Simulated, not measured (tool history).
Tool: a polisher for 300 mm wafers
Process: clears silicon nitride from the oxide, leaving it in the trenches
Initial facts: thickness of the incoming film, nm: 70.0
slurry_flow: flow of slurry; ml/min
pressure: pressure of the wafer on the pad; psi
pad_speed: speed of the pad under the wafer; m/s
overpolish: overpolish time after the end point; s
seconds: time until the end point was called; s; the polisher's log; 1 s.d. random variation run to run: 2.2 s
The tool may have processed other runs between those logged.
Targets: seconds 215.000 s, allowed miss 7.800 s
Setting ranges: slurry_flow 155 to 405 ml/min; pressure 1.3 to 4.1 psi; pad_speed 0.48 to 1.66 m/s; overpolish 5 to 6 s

{"run": 1, "hour": 0.0, "slurry_flow": 260, "pressure": 2.7, "pad_speed": 1.06, "overpolish": 6, "seconds": 95.055}
{"run": 2, "hour": 5.9, "slurry_flow": 260, "pressure": 2.7, "pad_speed": 1.06, "overpolish": 5, "seconds": 94.925}
{"run": 3, "hour": 12.1, "slurry_flow": 205, "pressure": 2.7, "pad_speed": 1.06, "overpolish": 5, "seconds": 94.773}
{"run": 4, "hour": 20.0, "slurry_flow": 205, "pressure": 2.7, "pad_speed": 1.06, "overpolish": 5, "seconds": 96.801}
{"run": 5, "hour": 27.2, "slurry_flow": 205, "pressure": 2.7, "pad_speed": 1.06, "overpolish": 6, "seconds": 94.756}
{"run": 6, "hour": 34.7, "slurry_flow": 240, "pressure": 2.7, "pad_speed": 1.06, "overpolish": 6, "seconds": 94.146}
{"run": 7, "hour": 42.1, "slurry_flow": 240, "pressure": 2.3, "pad_speed": 0.96, "overpolish": 6, "seconds": 122.45}
{"run": 8, "hour": 48.4, "slurry_flow": 240, "pressure": 2.0, "pad_speed": 0.9, "overpolish": 6, "seconds": 150.48}
{"run": 9, "hour": 49.2, "slurry_flow": 240, "pressure": 2.0, "pad_speed": 0.9, "overpolish": 6, "seconds": 146.58}
{"run": 10, "hour": 50.2, "slurry_flow": 240, "pressure": 1.8, "pad_speed": 0.86, "overpolish": 6, "seconds": 173.55}

Consider the 4 candidate settings below. Which is the only one whose results all fall within their allowed miss of target?
{"run": "A", "hour": 51.2, "slurry_flow": 215, "pressure": 2.4, "pad_speed": 0.9, "overpolish": 5, "seconds": "?"}
{"run": "B", "hour": 51.2, "slurry_flow": 240, "pressure": 1.9, "pad_speed": 0.84, "overpolish": 6, "seconds": "?"}
{"run": "C", "hour": 51.2, "slurry_flow": 230, "pressure": 1.7, "pad_speed": 0.66, "overpolish": 5, "seconds": "?"}
{"run": "D", "hour": 51.2, "slurry_flow": 215, "pressure": 1.8, "pad_speed": 0.68, "overpolish": 6, "seconds": "?"}

move=A seconds=126.270
move=B seconds=167.150
move=C seconds=235.150
move=D seconds=217.880
A: its largest miss is bigger than the last run's
B: its largest miss is bigger than the last run's
C: pushes the last run's worst result past its target
D: every result lands within tolerance
Correct choice: D, which meets every target
